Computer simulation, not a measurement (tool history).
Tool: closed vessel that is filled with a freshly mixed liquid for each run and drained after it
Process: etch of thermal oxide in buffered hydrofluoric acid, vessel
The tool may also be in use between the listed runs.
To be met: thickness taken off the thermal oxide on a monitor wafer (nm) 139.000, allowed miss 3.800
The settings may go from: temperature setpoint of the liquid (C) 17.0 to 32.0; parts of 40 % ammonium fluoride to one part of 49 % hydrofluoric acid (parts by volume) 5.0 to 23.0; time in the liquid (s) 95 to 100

run,hour,temperature setpoint of the liquid (C),parts of 40 % ammonium fluoride to one part of 49 % hydrofluoric acid (parts by volume),time in the liquid (s),thickness taken off the thermal oxide on a monitor wafer (nm)
1,0.0,24.0,14.0,95,83.660
2,6.8,24.0,14.0,100,87.324
3,11.1,26.5,14.0,100,100.270
4,13.6,26.5,14.0,95,95.544
5,15.4,28.5,13.5,95,109.200
6,21.0,29.5,13.0,95,120.950
7,22.9,30.5,13.0,95,124.960
8,29.9,31.0,13.0,95,128.560
9,33.2,31.5,13.0,95,134.250

4 next moves are on the table. One of them brings every result within its allowed miss. Which?
A,36.5,27.0,9.5,100,?
B,36.5,31.5,12.5,95,?
C,36.5,32.0,15.0,100,?
D,36.5,31.0,12.0,100,?

move,thickness taken off the thermal oxide on a monitor wafer (nm)
A,148.100
B,138.970
C,125.620
D,148.310
A: takes the result that was furthest off past its target
B: meets every target
C: further off than the last run
D: takes the result that was furthest off past its target
Answer: B
